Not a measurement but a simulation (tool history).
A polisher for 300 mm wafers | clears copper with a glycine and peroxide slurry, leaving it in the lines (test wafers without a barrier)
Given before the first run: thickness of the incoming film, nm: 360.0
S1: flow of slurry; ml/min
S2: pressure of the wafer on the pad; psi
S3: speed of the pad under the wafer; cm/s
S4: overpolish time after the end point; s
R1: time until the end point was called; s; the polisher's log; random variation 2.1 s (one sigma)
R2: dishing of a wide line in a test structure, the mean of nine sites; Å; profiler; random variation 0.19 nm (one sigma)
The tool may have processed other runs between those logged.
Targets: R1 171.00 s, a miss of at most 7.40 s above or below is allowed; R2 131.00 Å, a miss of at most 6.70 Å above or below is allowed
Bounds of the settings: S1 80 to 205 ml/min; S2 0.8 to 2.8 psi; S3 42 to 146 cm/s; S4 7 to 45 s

run  hour   S1   S2  S3  S4      R1      R2
  1   0.0  135  1.8  94  23  103.86  437.38
  2   5.8  120  1.5  90  18  123.49  326.55
  3   9.1  125  1.3  84  15  136.22  251.90
  4  10.4  125  1.4  84  15  134.38  254.79
  5  13.6  140  1.3  76  13  140.80  222.55
  6  15.5  140  1.3  76   8  141.54  134.94
  7  22.1  135  1.2  74   8  154.72  128.59
  8  23.8  125  1.2  74   8  156.58  129.77
  9  31.7  120  1.2  74   8  156.26  126.67
 10  32.6  115  1.1  74   8  164.92  122.64

Of the 4 settings listed for the next run, only one would bring every result within its allowed miss of target. Which one?
  A  33.5  135  0.8  82   9   ?   ?
  B  33.5  110  1.0  74  11   ?   ?
  C  33.5  120  1.1  68  10   ?   ?
  D  33.5  125  0.9  66  11   ?   ?

move      R1      R2
   A  171.39  133.08
   B  175.12  157.61
   C  173.08  146.40
   D  188.59  147.43
A: meets every target
B: carries the result that was furthest off beyond its target, to the other side
C: carries the result that was furthest off beyond its target, to the other side
D: carries the result that was furthest off beyond its target, to the other side
The move that meets every target is A.
